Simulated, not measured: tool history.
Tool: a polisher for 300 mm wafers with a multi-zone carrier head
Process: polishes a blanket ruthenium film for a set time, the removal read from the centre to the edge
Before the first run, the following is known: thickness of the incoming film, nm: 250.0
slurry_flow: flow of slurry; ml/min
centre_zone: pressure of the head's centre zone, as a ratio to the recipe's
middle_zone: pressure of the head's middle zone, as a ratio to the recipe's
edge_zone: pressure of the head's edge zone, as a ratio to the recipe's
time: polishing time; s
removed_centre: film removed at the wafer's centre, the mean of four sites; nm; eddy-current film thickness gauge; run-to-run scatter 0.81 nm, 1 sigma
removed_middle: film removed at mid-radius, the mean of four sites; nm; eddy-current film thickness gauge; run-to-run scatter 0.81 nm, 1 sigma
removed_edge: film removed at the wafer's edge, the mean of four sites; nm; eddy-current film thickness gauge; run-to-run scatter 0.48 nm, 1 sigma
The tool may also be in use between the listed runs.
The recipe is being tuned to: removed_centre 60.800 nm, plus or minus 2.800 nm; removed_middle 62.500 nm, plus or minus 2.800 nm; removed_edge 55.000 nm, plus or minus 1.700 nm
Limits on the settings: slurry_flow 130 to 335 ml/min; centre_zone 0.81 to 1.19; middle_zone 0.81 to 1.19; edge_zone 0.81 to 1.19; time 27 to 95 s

run 1 hour=0.0 | slurry_flow=215 centre_zone=1.00 middle_zone=1.00 edge_zone=1.00 time=61 | removed_centre=61.060 removed_middle=60.987 removed_edge=63.367
run 2 hour=3.0 | slurry_flow=215 centre_zone=1.00 middle_zone=1.00 edge_zone=1.00 time=71 | removed_centre=69.855 removed_middle=70.618 removed_edge=74.358
run 3 hour=5.0 | slurry_flow=215 centre_zone=1.00 middle_zone=1.00 edge_zone=0.95 time=71 | removed_centre=71.259 removed_middle=70.458 removed_edge=72.451
run 4 hour=6.6 | slurry_flow=215 centre_zone=1.00 middle_zone=1.06 edge_zone=0.95 time=71 | removed_centre=71.298 removed_middle=75.143 removed_edge=71.418
run 5 hour=8.9 | slurry_flow=210 centre_zone=1.00 middle_zone=1.06 edge_zone=0.92 time=68 | removed_centre=68.147 removed_middle=72.319 removed_edge=67.106
run 6 hour=11.5 | slurry_flow=210 centre_zone=1.00 middle_zone=1.00 edge_zone=0.92 time=68 | removed_centre=67.171 removed_middle=69.484 removed_edge=67.694
run 7 hour=12.8 | slurry_flow=210 centre_zone=1.01 middle_zone=1.00 edge_zone=0.90 time=66 | removed_centre=67.069 removed_middle=66.979 removed_edge=64.238
run 8 hour=15.5 | slurry_flow=205 centre_zone=1.01 middle_zone=1.00 edge_zone=0.88 time=65 | removed_centre=66.092 removed_middle=64.980 removed_edge=63.538
run 9 hour=23.2 | slurry_flow=205 centre_zone=1.01 middle_zone=1.01 edge_zone=0.86 time=63 | removed_centre=62.304 removed_middle=64.242 removed_edge=60.884

Which of these 5 next moves meets every target?
run A hour=30.9 | slurry_flow=170 centre_zone=0.90 middle_zone=0.88 edge_zone=1.03 time=69 | removed_centre=? removed_middle=? removed_edge=?
run B hour=30.9 | slurry_flow=280 centre_zone=1.01 middle_zone=1.05 edge_zone=0.81 time=57 | removed_centre=? removed_middle=? removed_edge=?
run C hour=30.9 | slurry_flow=210 centre_zone=0.90 middle_zone=0.91 edge_zone=0.88 time=71 | removed_centre=? removed_middle=? removed_edge=?
run D hour=30.9 | slurry_flow=205 centre_zone=1.01 middle_zone=1.03 edge_zone=0.91 time=61 | removed_centre=? removed_middle=? removed_edge=?
run E hour=30.9 | slurry_flow=235 centre_zone=1.00 middle_zone=1.05 edge_zone=0.83 time=62 | removed_centre=? removed_middle=? removed_edge=?

move=A removed_centre=60.186 removed_middle=58.711 removed_edge=69.806
move=B removed_centre=60.710 removed_middle=60.518 removed_edge=54.380
move=C removed_centre=64.531 removed_middle=64.431 removed_edge=68.474
move=D removed_centre=62.070 removed_middle=61.160 removed_edge=59.479
move=E removed_centre=63.858 removed_middle=64.453 removed_edge=58.838
A: its largest miss is bigger than the last run's
B: all results land within tolerance of their targets
C: its largest miss is bigger than the last run's
D: an improvement on the last run, though not all results are within tolerance
E: an improvement on the last run, though not all results are within tolerance
B meets every target.
